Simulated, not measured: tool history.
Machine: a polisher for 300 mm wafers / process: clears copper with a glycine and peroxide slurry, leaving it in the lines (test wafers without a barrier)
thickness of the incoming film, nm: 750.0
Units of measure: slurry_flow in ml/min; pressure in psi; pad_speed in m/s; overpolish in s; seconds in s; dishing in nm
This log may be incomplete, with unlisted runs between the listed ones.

{"run": 1, "hour": 0.0, "slurry_flow": 260, "pressure": 2.7, "pad_speed": 1.2, "overpolish": 18, "seconds": 132.53, "dishing": 65.622}
{"run": 2, "hour": 3.8, "slurry_flow": 260, "pressure": 2.5, "pad_speed": 1.18, "overpolish": 21, "seconds": 140.26, "dishing": 71.035}
{"run": 3, "hour": 8.0, "slurry_flow": 260, "pressure": 2.3, "pad_speed": 1.16, "overpolish": 23, "seconds": 151.52, "dishing": 70.505}
{"run": 4, "hour": 15.2, "slurry_flow": 260, "pressure": 2.3, "pad_speed": 1.16, "overpolish": 17, "seconds": 154.96, "dishing": 56.015}
{"run": 5, "hour": 21.1, "slurry_flow": 260, "pressure": 2.3, "pad_speed": 1.04, "overpolish": 17, "seconds": 161.75, "dishing": 57.534}
{"run": 6, "hour": 26.4, "slurry_flow": 260, "pressure": 2.3, "pad_speed": 1.0, "overpolish": 20, "seconds": 162.85, "dishing": 61.337}
{"run": 7, "hour": 28.2, "slurry_flow": 260, "pressure": 2.2, "pad_speed": 0.98, "overpolish": 23, "seconds": 171.23, "dishing": 65.123}

Predict the results of run 8:
{"run": 8, "hour": 34.0, "slurry_flow": 260, "pressure": 2.2, "pad_speed": 0.98, "overpolish": 25, "seconds": "?", "dishing": "?"}

Run 8 gave seconds 168.50 s, dishing 67.013 nm.
